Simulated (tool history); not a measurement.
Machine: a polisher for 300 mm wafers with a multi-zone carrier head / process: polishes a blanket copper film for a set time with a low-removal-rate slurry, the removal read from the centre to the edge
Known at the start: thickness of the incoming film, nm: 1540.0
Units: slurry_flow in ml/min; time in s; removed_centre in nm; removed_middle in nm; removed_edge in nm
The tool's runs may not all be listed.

run	hour	slurry_flow	centre_zone	middle_zone	edge_zone	slurry_solids	time	removed_centre	removed_middle	removed_edge
1	0	285	1	1	1	1	38	64.438	67.486	66.268
2	5.8	285	1	1	1.02	1.05	39	67.387	68.36	71.014
3	8.1	285	1	1	1.02	1.05	47	81.688	82.085	86.201
4	13.2	290	1	1.01	1.04	1.05	47	81.12	82.63	87.406
5	21.7	265	1	1.01	1.04	1.05	47	80.347	82.591	84.635
6	27.8	265	0.93	1.01	1.04	1.05	47	75.929	82.667	83.206
7	35.4	275	0.94	1.02	1.05	1.05	47	75.601	81.22	85.975

Run 8 has not been measured yet. What should we expect?
8	39.4	285	0.95	1.03	1.05	1.05	47	?	?	?

removed_centre: 76.924 nm
removed_middle: 82.366 nm
removed_edge: 86.571 nm

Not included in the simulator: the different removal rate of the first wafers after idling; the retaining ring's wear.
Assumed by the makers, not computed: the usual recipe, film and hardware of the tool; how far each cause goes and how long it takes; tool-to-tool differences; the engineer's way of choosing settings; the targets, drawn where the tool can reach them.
